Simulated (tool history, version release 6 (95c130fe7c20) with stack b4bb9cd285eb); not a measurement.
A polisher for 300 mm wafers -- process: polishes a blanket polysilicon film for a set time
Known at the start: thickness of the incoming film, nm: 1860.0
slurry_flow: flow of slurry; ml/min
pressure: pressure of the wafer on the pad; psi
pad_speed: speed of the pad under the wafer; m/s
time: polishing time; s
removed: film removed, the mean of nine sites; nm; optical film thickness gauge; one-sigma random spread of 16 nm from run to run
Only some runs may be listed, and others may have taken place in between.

| run | hour | slurry_flow | pressure | pad_speed | time | removed |
|---|---|---|---|---|---|---|
| 1 | 0 | 125 | 2.6 | 0.9 | 103 | 838.92 |
| 2 | 5.9 | 110 | 2.6 | 0.9 | 103 | 833.35 |
| 3 | 6.8 | 110 | 2.6 | 0.9 | 108 | 832.77 |
| 4 | 15.4 | 110 | 2.6 | 1.08 | 108 | 1036.4 |
| 5 | 20.3 | 120 | 2.7 | 1.08 | 108 | 1089 |
| 6 | 28.9 | 125 | 2.8 | 1.08 | 108 | 1099.4 |

For run 7, what comes out?
| 7 | 37.3 | 125 | 3 | 1.08 | 108 | ? |

{"run 7": {"removed": 1158.6}}

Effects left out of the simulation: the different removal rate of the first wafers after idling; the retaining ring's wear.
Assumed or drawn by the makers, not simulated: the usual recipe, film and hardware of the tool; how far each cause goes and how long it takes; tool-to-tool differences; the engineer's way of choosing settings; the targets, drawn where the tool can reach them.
